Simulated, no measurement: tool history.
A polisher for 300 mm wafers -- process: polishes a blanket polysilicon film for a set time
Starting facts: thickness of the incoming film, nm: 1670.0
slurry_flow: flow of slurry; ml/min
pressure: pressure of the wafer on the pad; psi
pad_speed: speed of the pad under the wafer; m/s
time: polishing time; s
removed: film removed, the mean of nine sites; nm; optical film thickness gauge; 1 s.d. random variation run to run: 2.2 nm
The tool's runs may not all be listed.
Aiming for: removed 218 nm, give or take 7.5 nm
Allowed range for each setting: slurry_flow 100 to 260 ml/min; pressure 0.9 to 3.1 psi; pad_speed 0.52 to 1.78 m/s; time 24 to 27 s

run    day  slurry_flow  pressure  pad_speed  time  removed
  1      0          165         2       1.14    27   146.35
  2  0.329          185         2       1.14    27    151.4
  3  0.617          225         2       1.14    27   151.46
  4  0.729          225       2.5       1.14    27   178.62
  5  1.096          225       2.6       1.14    27   189.94
  6  1.138          205       2.6       1.14    27   182.81
  7  1.167          205       2.7       1.14    27   189.21
  8  1.367          205       2.8       1.14    27   193.06
  9  1.725          210       2.9       1.14    27   203.07

Exercise: of the 4 proposed moves below, exactly one satisfies all targets within the stated allowed misses. Which move is it?
  A  2.083          195       3.1       1.18    27        ?
  B  2.083          205       2.9       1.14    24        ?
  C  2.083          215       2.9       1.06    27        ?
  D  2.083          240       2.6       1.18    26        ?

move  removed
   A   216.45
   B   177.24
   C   186.62
   D   184.84
A: every result lands within tolerance
B: further off than the last run
C: further off than the last run
D: further off than the last run
The right move is A.

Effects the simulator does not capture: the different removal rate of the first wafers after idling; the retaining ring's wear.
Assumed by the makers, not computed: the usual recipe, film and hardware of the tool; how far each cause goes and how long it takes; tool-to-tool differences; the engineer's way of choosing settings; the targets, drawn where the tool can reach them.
